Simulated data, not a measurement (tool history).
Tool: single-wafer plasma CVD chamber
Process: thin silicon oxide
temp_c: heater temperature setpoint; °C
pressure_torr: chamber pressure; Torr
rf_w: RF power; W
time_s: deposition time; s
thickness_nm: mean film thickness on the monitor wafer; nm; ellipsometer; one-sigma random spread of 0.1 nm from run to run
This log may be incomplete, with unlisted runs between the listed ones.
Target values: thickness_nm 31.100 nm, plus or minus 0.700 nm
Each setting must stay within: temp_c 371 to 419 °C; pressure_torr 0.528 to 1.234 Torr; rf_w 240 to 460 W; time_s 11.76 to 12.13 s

| run | hour | temp_c | pressure_torr | rf_w | time_s | thickness_nm |
|---|---|---|---|---|---|---|
| 1 | 0.0 | 395 | 0.881 | 350 | 11.76 | 24.115 |
| 2 | 7.9 | 395 | 0.881 | 330 | 11.76 | 23.533 |
| 3 | 11.4 | 395 | 0.881 | 360 | 11.76 | 24.499 |
| 4 | 18.2 | 395 | 0.881 | 360 | 11.76 | 24.447 |
| 5 | 23.8 | 395 | 0.912 | 360 | 11.76 | 25.069 |
| 6 | 26.8 | 395 | 0.942 | 360 | 11.76 | 25.500 |
| 7 | 28.4 | 395 | 0.975 | 360 | 11.76 | 26.092 |
| 8 | 36.9 | 395 | 1.005 | 360 | 11.76 | 26.484 |
| 9 | 44.8 | 395 | 1.181 | 370 | 11.78 | 29.184 |
| 10 | 52.2 | 395 | 1.187 | 375 | 11.80 | 29.391 |
| 11 | 54.9 | 395 | 1.193 | 380 | 11.82 | 29.851 |
| 12 | 59.3 | 395 | 1.198 | 380 | 11.83 | 29.883 |
| 13 | 66.5 | 395 | 1.202 | 380 | 11.84 | 30.208 |
| 14 | 67.8 | 395 | 1.206 | 380 | 11.84 | 29.902 |
| 15 | 71.4 | 395 | 1.209 | 380 | 11.86 | 30.261 |
| 16 | 74.2 | 395 | 1.212 | 380 | 11.87 | 30.096 |

4 next moves are on the table. One of them brings every result within its allowed miss. Which?
| A | 77.0 | 398 | 1.133 | 370 | 12.13 | ? |
| B | 77.0 | 399 | 1.215 | 380 | 12.13 | ? |
| C | 77.0 | 396 | 1.164 | 405 | 11.76 | ? |
| D | 77.0 | 391 | 1.067 | 395 | 12.13 | ? |

| move | thickness_nm |
|---|---|
| A | 29.451 |
| B | 30.852 |
| C | 30.168 |
| D | 29.566 |
A: lands further from the targets than the last run did
B: meets every target
C: closes in on the targets versus the last run, not all within tolerance yet
D: lands further from the targets than the last run did
Answer: B
